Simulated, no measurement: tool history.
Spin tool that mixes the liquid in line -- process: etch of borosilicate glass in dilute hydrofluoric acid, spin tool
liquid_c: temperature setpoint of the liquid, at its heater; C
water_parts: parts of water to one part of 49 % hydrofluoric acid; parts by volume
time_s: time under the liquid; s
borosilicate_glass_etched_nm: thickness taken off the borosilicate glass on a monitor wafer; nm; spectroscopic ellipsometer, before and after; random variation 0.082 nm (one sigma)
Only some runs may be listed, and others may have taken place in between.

Run 1, day 0.000: liquid_c 24.0 C, water_parts 125 parts by volume, time_s 30 s. Result: borosilicate_glass_etched_nm 9.9961 nm.
Run 2, day 0.121: liquid_c 24.0 C, water_parts 165 parts by volume, time_s 30 s. Result: borosilicate_glass_etched_nm 7.1755 nm.
Run 3, day 0.371: liquid_c 26.0 C, water_parts 140 parts by volume, time_s 30 s. Result: borosilicate_glass_etched_nm 9.4140 nm.
Run 4, day 0.488: liquid_c 26.0 C, water_parts 140 parts by volume, time_s 30 s. Result: borosilicate_glass_etched_nm 9.4464 nm.
Run 5, day 0.746: liquid_c 26.0 C, water_parts 100 parts by volume, time_s 30 s. Result: borosilicate_glass_etched_nm 13.9800 nm.
Run 6, day 1.012: liquid_c 27.5 C, water_parts 90 parts by volume, time_s 30 s. Result: borosilicate_glass_etched_nm 16.5780 nm.
Run 7, day 1.338: liquid_c 31.5 C, water_parts 70 parts by volume, time_s 30 s. Result: borosilicate_glass_etched_nm 25.7580 nm.
At day 1.500: hydrofluoric acid flow meter replaced.
Run 8, day 1.500: liquid_c 31.0 C, water_parts 70 parts by volume, time_s 30 s. Result: borosilicate_glass_etched_nm 27.6060 nm.

For run 9, what comes out?
Run 9, day 1.688: liquid_c 30.5 C, water_parts 70 parts by volume, time_s 30 s. Result: borosilicate_glass_etched_nm ?.

Run 9 came out at borosilicate_glass_etched_nm 27.0320 nm.
